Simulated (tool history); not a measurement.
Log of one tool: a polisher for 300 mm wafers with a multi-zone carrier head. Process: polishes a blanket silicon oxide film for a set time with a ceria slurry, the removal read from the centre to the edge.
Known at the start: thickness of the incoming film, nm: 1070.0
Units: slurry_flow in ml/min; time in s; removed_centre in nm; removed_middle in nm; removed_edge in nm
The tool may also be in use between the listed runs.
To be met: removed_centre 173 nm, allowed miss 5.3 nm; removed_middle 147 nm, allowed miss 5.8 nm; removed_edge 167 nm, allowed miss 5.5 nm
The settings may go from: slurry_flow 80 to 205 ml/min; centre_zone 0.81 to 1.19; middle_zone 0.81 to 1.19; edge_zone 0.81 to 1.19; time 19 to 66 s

run,hour,slurry_flow,centre_zone,middle_zone,edge_zone,time,removed_centre,removed_middle,removed_edge
1,0,135,1,1,1,42,126.46,127.44,131.01
2,1.8,145,1.03,0.99,1.04,43,136.33,130.14,140.91
3,10.3,145,1.03,0.99,1.04,38,119.8,114.84,122.65
4,15.9,145,1.03,0.99,0.98,38,121.56,115.62,119.79
5,18.3,145,0.96,0.99,0.98,38,111.63,116.62,122.13
6,25.3,145,0.96,0.99,0.93,38,113.69,117.31,120.83
7,27.4,155,0.99,0.97,0.95,41,126.8,124.8,130.94
8,34.5,165,1.02,0.96,0.98,43,142.78,131.84,140.67
9,40.1,175,1.03,0.96,1.01,44,150.97,137.28,148.18
10,42.7,180,1.04,0.96,1.03,45,154.29,142.97,152.1
# hour 50.6: slurry nozzle cleaned
11,50.6,185,1.05,0.95,1.05,46,175.42,154.75,167
12,56.4,185,1.05,0.94,1.05,46,172.97,153.91,164.33

5 next moves are on the table. One of them brings every result within its allowed miss. Which?
A,62.2,175,1,0.97,1.13,48,?,?,?
B,62.2,175,1.17,0.81,0.93,45,?,?,?
C,62.2,165,1.02,0.85,1,48,?,?,?
D,62.2,185,1.09,1.06,1.04,44,?,?,?
E,62.2,150,0.95,0.98,1.04,48,?,?,?

move,removed_centre,removed_middle,removed_edge
A,170.31,161.24,174.59
B,186.81,130.12,154.37
C,171.55,142.97,166.89
D,172.18,160.76,156.7
E,156.52,158.03,166.38
A: further off than the last run
B: takes the result that was furthest off past its target
C: meets every target
D: further off than the last run
E: further off than the last run
Move C is the one to make.
